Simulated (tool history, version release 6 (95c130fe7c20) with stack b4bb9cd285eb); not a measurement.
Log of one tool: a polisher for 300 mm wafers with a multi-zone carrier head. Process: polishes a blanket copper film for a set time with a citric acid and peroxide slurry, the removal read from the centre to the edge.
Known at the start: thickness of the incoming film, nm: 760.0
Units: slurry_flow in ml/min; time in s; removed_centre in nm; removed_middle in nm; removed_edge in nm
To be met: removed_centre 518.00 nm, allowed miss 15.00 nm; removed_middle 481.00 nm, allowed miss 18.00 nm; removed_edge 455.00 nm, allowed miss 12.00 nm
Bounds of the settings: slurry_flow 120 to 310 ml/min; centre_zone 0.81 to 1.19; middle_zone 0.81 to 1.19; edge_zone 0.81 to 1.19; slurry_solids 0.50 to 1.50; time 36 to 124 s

run 1 hour=0.0 | slurry_flow=200 centre_zone=1.00 middle_zone=1.00 edge_zone=1.00 slurry_solids=1.00 time=79 | removed_centre=321.46 removed_middle=318.30 removed_edge=322.73
run 2 hour=2.3 | slurry_flow=200 centre_zone=1.00 middle_zone=1.00 edge_zone=1.00 slurry_solids=1.00 time=98 | removed_centre=392.90 removed_middle=386.56 removed_edge=406.44
run 3 hour=11.3 | slurry_flow=205 centre_zone=1.02 middle_zone=1.01 edge_zone=1.01 slurry_solids=1.00 time=98 | removed_centre=404.00 removed_middle=395.67 removed_edge=408.33
run 4 hour=13.0 | slurry_flow=205 centre_zone=0.98 middle_zone=1.01 edge_zone=1.01 slurry_solids=1.00 time=98 | removed_centre=385.84 removed_middle=401.94 removed_edge=402.82
run 5 hour=21.2 | slurry_flow=210 centre_zone=1.00 middle_zone=1.02 edge_zone=1.01 slurry_solids=1.00 time=98 | removed_centre=393.08 removed_middle=403.49 removed_edge=407.29
run 6 hour=30.1 | slurry_flow=210 centre_zone=1.04 middle_zone=1.02 edge_zone=1.01 slurry_solids=1.00 time=98 | removed_centre=411.63 removed_middle=399.38 removed_edge=408.46
run 7 hour=32.1 | slurry_flow=215 centre_zone=1.05 middle_zone=1.03 edge_zone=1.02 slurry_solids=1.00 time=98 | removed_centre=417.69 removed_middle=404.02 removed_edge=408.32
run 8 hour=39.2 | slurry_flow=220 centre_zone=1.06 middle_zone=1.04 edge_zone=1.03 slurry_solids=1.05 time=98 | removed_centre=425.10 removed_middle=411.25 removed_edge=415.21
run 9 hour=45.6 | slurry_flow=225 centre_zone=1.07 middle_zone=1.05 edge_zone=1.03 slurry_solids=1.10 time=98 | removed_centre=431.68 removed_middle=416.39 removed_edge=418.96
run 10 hour=52.1 | slurry_flow=230 centre_zone=1.08 middle_zone=1.06 edge_zone=1.03 slurry_solids=1.15 time=98 | removed_centre=445.63 removed_middle=429.34 removed_edge=420.73
run 11 hour=57.9 | slurry_flow=235 centre_zone=1.09 middle_zone=1.07 edge_zone=1.04 slurry_solids=1.15 time=98 | removed_centre=447.01 removed_middle=435.67 removed_edge=426.48
run 12 hour=64.1 | slurry_flow=240 centre_zone=1.10 middle_zone=1.07 edge_zone=1.04 slurry_solids=1.15 time=98 | removed_centre=448.46 removed_middle=434.95 removed_edge=423.86
run 13 hour=68.8 | slurry_flow=240 centre_zone=1.11 middle_zone=1.07 edge_zone=1.04 slurry_solids=1.20 time=98 | removed_centre=462.08 removed_middle=436.99 removed_edge=430.89
run 14 hour=71.7 | slurry_flow=245 centre_zone=1.12 middle_zone=1.08 edge_zone=1.04 slurry_solids=1.20 time=98 | removed_centre=464.89 removed_middle=435.65 removed_edge=430.37
run 15 hour=79.2 | slurry_flow=245 centre_zone=1.13 middle_zone=1.09 edge_zone=1.04 slurry_solids=1.20 time=98 | removed_centre=472.66 removed_middle=437.43 removed_edge=428.67
run 16 hour=82.7 | slurry_flow=290 centre_zone=1.17 middle_zone=1.16 edge_zone=1.10 slurry_solids=1.30 time=98 | removed_centre=495.16 removed_middle=477.28 removed_edge=449.36

5 next moves are on the table. One of them brings every result within its allowed miss. Which?
run A hour=86.2 | slurry_flow=290 centre_zone=1.18 middle_zone=1.13 edge_zone=1.05 slurry_solids=1.20 time=103 | removed_centre=? removed_middle=? removed_edge=?
run B hour=86.2 | slurry_flow=295 centre_zone=1.18 middle_zone=1.16 edge_zone=1.14 slurry_solids=1.30 time=94 | removed_centre=? removed_middle=? removed_edge=?
run C hour=86.2 | slurry_flow=310 centre_zone=1.19 middle_zone=1.14 edge_zone=1.15 slurry_solids=0.90 time=107 | removed_centre=? removed_middle=? removed_edge=?
run D hour=86.2 | slurry_flow=305 centre_zone=1.11 middle_zone=1.12 edge_zone=1.12 slurry_solids=1.35 time=101 | removed_centre=? removed_middle=? removed_edge=?
run E hour=86.2 | slurry_flow=290 centre_zone=1.12 middle_zone=1.14 edge_zone=1.19 slurry_solids=1.30 time=99 | removed_centre=? removed_middle=? removed_edge=?

move=A removed_centre=518.03 removed_middle=478.48 removed_edge=460.54
move=B removed_centre=480.43 removed_middle=453.66 removed_edge=444.73
move=C removed_centre=519.80 removed_middle=479.37 removed_edge=478.88
move=D removed_centre=490.67 removed_middle=477.66 removed_edge=478.02
move=E removed_centre=479.83 removed_middle=470.15 removed_edge=478.58
A: meets every target
B: further off than the last run
C: brings the result that was furthest off to its target, and leaves another outside
D: further off than the last run
E: further off than the last run
Answer: A
